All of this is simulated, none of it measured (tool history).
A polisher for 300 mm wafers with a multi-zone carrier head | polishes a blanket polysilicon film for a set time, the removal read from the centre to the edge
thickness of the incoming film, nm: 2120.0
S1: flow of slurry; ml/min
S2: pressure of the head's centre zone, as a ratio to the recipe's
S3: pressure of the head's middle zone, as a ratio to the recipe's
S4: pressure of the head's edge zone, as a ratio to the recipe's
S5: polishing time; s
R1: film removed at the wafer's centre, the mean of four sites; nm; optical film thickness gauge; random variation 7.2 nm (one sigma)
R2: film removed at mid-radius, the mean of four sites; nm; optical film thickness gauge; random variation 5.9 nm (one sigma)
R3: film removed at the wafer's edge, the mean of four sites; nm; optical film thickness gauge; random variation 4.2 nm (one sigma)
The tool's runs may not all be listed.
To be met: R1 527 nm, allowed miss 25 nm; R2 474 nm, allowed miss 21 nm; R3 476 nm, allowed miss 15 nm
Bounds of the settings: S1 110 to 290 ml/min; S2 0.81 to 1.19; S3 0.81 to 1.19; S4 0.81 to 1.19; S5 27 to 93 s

{"run": 1, "hour": 0.0, "S1": 185, "S2": 1, "S3": 1, "S4": 1, "S5": 59, "R1": 638.12, "R2": 647.61, "R3": 648.31}
{"run": 2, "hour": 2.4, "S1": 180, "S2": 1.01, "S3": 0.98, "S4": 0.97, "S5": 56, "R1": 632.98, "R2": 581.64, "R3": 616.11}
{"run": 3, "hour": 11.4, "S1": 180, "S2": 1.01, "S3": 1, "S4": 0.95, "S5": 53, "R1": 588.47, "R2": 577.13, "R3": 566.83}
{"run": 4, "hour": 19.5, "S1": 180, "S2": 1.01, "S3": 1, "S4": 0.95, "S5": 43, "R1": 495.74, "R2": 460.71, "R3": 454.04}
{"run": 5, "hour": 23.5, "S1": 180, "S2": 1.01, "S3": 1, "S4": 0.87, "S5": 43, "R1": 479.83, "R2": 464.42, "R3": 446.4}
{"run": 6, "hour": 31.3, "S1": 185, "S2": 1.02, "S3": 0.99, "S4": 0.88, "S5": 43, "R1": 490.19, "R2": 458.68, "R3": 452.46}
{"run": 7, "hour": 33.0, "S1": 190, "S2": 1.03, "S3": 0.99, "S4": 0.89, "S5": 43, "R1": 486.34, "R2": 459.72, "R3": 448.63}
{"run": 8, "hour": 33.8, "S1": 190, "S2": 1.03, "S3": 0.99, "S4": 0.89, "S5": 43, "R1": 485.38, "R2": 461.74, "R3": 450.52}

4 next moves are on the table. One of them brings every result within its allowed miss. Which?
{"run": "A", "hour": 34.6, "S1": 225, "S2": 0.87, "S3": 0.95, "S4": 0.85, "S5": 44, "R1": "?", "R2": "?", "R3": "?"}
{"run": "B", "hour": 34.6, "S1": 115, "S2": 1.13, "S3": 1.04, "S4": 0.96, "S5": 47, "R1": "?", "R2": "?", "R3": "?"}
{"run": "C", "hour": 34.6, "S1": 185, "S2": 1.03, "S3": 1.02, "S4": 0.85, "S5": 46, "R1": "?", "R2": "?", "R3": "?"}
{"run": "D", "hour": 34.6, "S1": 180, "S2": 1.08, "S3": 1.12, "S4": 0.92, "S5": 45, "R1": "?", "R2": "?", "R3": "?"}

move=A R1=450.72 R2=464.87 R3=466.58
move=B R1=523.29 R2=480.62 R3=485.46
move=C R1=521.92 R2=502.49 R3=478.03
move=D R1=528.14 R2=530.12 R3=481.85
A: brings the result that was furthest off to its target, and leaves another outside
B: meets every target
C: brings the result that was furthest off to its target, and leaves another outside
D: brings the result that was furthest off to its target, and leaves another outside
The right move is B.

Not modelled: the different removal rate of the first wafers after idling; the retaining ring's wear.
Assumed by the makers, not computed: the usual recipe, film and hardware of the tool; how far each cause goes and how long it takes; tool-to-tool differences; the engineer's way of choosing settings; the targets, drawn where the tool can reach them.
